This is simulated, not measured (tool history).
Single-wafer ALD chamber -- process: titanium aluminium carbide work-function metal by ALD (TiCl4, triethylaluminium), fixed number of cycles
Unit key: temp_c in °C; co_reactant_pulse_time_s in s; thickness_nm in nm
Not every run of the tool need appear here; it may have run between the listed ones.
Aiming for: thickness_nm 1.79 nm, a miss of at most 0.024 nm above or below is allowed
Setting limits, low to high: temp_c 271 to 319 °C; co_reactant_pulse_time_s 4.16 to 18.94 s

run	hour	temp_c	co_reactant_pulse_time_s	thickness_nm
1	0	295	11.55	1.9814
2	8.7	295	9.78	1.9484
3	15	295	7.33	1.8701
4	17.9	299	7.33	1.8939
5	21.6	297	7.15	1.8778
6	26.6	295	7.03	1.8474
7	32.7	294	6.99	1.8528
8	40.1	293	6.91	1.8211
9	41.3	293	6.9	1.8332
10	44.2	287	6.41	1.7561
11	50.3	287	6.43	1.7584
12	55.6	287	6.45	1.7549

Consider the 5 candidate settings below. Which is the only one whose results all fall within their allowed miss of target?
A	60.9	284	5.85	?
B	60.9	271	10.03	?
C	60.9	274	7.85	?
D	60.9	292	6.21	?
E	60.9	278	6.84	?

move	thickness_nm
A	1.6798
B	1.7266
C	1.6977
D	1.7703
E	1.6891
A: the biggest miss grows against the last run
B: the biggest miss grows against the last run
C: the biggest miss grows against the last run
D: all results land within tolerance of their targets
E: the biggest miss grows against the last run
The right move is D.

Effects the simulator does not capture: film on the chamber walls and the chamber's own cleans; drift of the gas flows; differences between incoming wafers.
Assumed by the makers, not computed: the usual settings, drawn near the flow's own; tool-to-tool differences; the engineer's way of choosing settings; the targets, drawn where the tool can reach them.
